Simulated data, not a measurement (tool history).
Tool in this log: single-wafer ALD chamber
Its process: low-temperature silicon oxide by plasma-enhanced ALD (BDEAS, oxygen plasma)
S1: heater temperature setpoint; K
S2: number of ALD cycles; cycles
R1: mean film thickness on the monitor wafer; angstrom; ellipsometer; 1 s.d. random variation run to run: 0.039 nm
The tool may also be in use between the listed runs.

run	hour	S1	S2	R1
1	0.0	388.15	66	87.441
2	4.8	389.15	63	84.416
3	5.7	390.15	60	79.778
4	7.4	391.15	58	76.846
5	14.3	392.15	57	75.010
6	17.6	402.15	57	74.104
7	22.6	402.15	57	74.362
8	23.9	402.15	56	72.281

Run 9 is up next; what results do you expect?
# hour 27.5: thermocouple changed; heater temperature recalibrated
9	27.5	402.15	55	?

{"run 9": {"R1": 71.32}}
